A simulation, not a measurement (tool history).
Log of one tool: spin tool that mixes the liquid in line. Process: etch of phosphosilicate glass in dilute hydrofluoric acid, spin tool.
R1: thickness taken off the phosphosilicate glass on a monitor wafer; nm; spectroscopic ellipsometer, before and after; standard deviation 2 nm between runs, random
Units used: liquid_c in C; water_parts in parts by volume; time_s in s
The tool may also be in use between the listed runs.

Run 1, hour 0.0: liquid_c 25.0 C, water_parts 85 parts by volume, time_s 50 s. Result: R1 66.735 nm.
Run 2, hour 6.3: liquid_c 25.0 C, water_parts 65 parts by volume, time_s 50 s. Result: R1 91.164 nm.
Run 3, hour 7.1: liquid_c 26.5 C, water_parts 55 parts by volume, time_s 50 s. Result: R1 113.620 nm.
Run 4, hour 10.7: liquid_c 26.5 C, water_parts 75 parts by volume, time_s 50 s. Result: R1 81.308 nm.
Run 5, hour 16.0: liquid_c 26.5 C, water_parts 90 parts by volume, time_s 50 s. Result: R1 66.746 nm.
Run 6, hour 24.8: liquid_c 27.5 C, water_parts 75 parts by volume, time_s 50 s. Result: R1 85.149 nm.
Run 7, hour 32.3: liquid_c 28.5 C, water_parts 65 parts by volume, time_s 50 s. Result: R1 104.640 nm.
Run 8, hour 40.0: liquid_c 29.5 C, water_parts 60 parts by volume, time_s 50 s. Result: R1 115.740 nm.
Run 9, hour 48.7: liquid_c 30.0 C, water_parts 55 parts by volume, time_s 50 s. Result: R1 132.440 nm.
Run 10, hour 51.7: liquid_c 30.5 C, water_parts 50 parts by volume, time_s 50 s. Result: R1 149.220 nm.
Run 11, hour 60.3: liquid_c 31.0 C, water_parts 45 parts by volume, time_s 50 s. Result: R1 167.990 nm.
Run 12, hour 61.5: liquid_c 31.5 C, water_parts 45 parts by volume, time_s 50 s. Result: R1 170.690 nm.
Run 13, hour 66.5: liquid_c 32.0 C, water_parts 45 parts by volume, time_s 50 s. Result: R1 177.730 nm.
Run 14, hour 69.9: liquid_c 32.5 C, water_parts 40 parts by volume, time_s 50 s. Result: R1 199.730 nm.
Run 15, hour 77.7: liquid_c 33.0 C, water_parts 40 parts by volume, time_s 50 s. Result: R1 207.450 nm.

Run 16 has not been measured yet. What should we expect?
Run 16, hour 81.6: liquid_c 33.0 C, water_parts 35 parts by volume, time_s 50 s. Result: R1 ?.

Run 16 came out at R1 239.290 nm.

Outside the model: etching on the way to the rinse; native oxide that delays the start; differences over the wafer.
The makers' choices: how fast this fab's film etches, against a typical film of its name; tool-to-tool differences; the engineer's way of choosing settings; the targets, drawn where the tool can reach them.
